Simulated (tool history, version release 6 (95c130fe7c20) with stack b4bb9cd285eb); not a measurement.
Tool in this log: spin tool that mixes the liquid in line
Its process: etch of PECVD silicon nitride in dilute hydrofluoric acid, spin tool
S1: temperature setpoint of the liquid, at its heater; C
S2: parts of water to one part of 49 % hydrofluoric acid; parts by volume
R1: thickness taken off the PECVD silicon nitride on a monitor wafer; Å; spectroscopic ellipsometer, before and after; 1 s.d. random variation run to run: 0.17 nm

{"run": 1, "hour": 0.0, "S1": 26, "S2": 90, "time under the liquid (s)": 290, "R1": 96.724}
{"run": 2, "hour": 4.7, "S1": 28.5, "S2": 85, "time under the liquid (s)": 290, "R1": 119.98}
{"run": 3, "hour": 11.5, "S1": 30.5, "S2": 80, "time under the liquid (s)": 290, "R1": 146.72}
{"run": 4, "hour": 15.8, "S1": 31.5, "S2": 80, "time under the liquid (s)": 290, "R1": 154.35}
{"run": 5, "hour": 20.3, "S1": 32.5, "S2": 80, "time under the liquid (s)": 290, "R1": 165.85}
{"run": 6, "hour": 24.7, "S1": 32.5, "S2": 95, "time under the liquid (s)": 290, "R1": 140.45}
{"run": 7, "hour": 30.1, "S1": 33, "S2": 90, "time under the liquid (s)": 290, "R1": 149.23}

What will run 8 give?
{"run": 8, "hour": 30.9, "S1": 33.5, "S2": 85, "time under the liquid (s)": 290, "R1": "?"}

Run 8 gave R1 164.59 Å.

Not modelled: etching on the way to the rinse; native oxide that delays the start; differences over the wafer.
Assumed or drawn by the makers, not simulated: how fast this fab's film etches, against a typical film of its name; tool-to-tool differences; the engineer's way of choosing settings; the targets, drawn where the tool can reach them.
